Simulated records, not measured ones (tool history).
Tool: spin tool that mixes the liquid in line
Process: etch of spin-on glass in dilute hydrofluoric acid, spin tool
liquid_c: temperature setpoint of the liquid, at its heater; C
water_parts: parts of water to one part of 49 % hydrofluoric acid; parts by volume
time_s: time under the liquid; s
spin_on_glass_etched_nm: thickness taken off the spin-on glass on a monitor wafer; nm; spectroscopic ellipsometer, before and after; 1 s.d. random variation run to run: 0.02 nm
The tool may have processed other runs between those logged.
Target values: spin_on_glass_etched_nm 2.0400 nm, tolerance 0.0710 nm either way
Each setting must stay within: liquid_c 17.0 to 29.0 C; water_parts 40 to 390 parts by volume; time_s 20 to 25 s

{"run": 1, "hour": 0.0, "liquid_c": 21.0, "water_parts": 215, "time_s": 25, "spin_on_glass_etched_nm": 2.8718}
{"run": 2, "hour": 2.8, "liquid_c": 21.0, "water_parts": 215, "time_s": 25, "spin_on_glass_etched_nm": 2.8004}
{"run": 3, "hour": 5.2, "liquid_c": 19.5, "water_parts": 215, "time_s": 25, "spin_on_glass_etched_nm": 2.7339}
{"run": 4, "hour": 7.0, "liquid_c": 17.0, "water_parts": 215, "time_s": 25, "spin_on_glass_etched_nm": 2.41}
{"run": 5, "hour": 11.9, "liquid_c": 17.0, "water_parts": 220, "time_s": 25, "spin_on_glass_etched_nm": 2.3429}
{"run": 6, "hour": 14.4, "liquid_c": 17.0, "water_parts": 220, "time_s": 25, "spin_on_glass_etched_nm": 2.3992}
{"run": 7, "hour": 15.4, "liquid_c": 17.0, "water_parts": 225, "time_s": 25, "spin_on_glass_etched_nm": 2.3144}
{"run": 8, "hour": 20.2, "liquid_c": 17.0, "water_parts": 230, "time_s": 25, "spin_on_glass_etched_nm": 2.2775}

Next run, 4 choices. One meets every target within its allowed miss, the rest don't. Which?
{"run": "A", "hour": 25.0, "liquid_c": 17.0, "water_parts": 205, "time_s": 20, "spin_on_glass_etched_nm": "?"}
{"run": "B", "hour": 25.0, "liquid_c": 17.0, "water_parts": 215, "time_s": 25, "spin_on_glass_etched_nm": "?"}
{"run": "C", "hour": 25.0, "liquid_c": 19.5, "water_parts": 230, "time_s": 25, "spin_on_glass_etched_nm": "?"}
{"run": "D", "hour": 25.0, "liquid_c": 19.0, "water_parts": 220, "time_s": 25, "spin_on_glass_etched_nm": "?"}

move=A spin_on_glass_etched_nm=2.0511
move=B spin_on_glass_etched_nm=2.4226
move=C spin_on_glass_etched_nm=2.4615
move=D spin_on_glass_etched_nm=2.5483
A: all results land within tolerance of their targets
B: moves away from the targets compared with the last run
C: moves away from the targets compared with the last run
D: moves away from the targets compared with the last run
A meets every target.
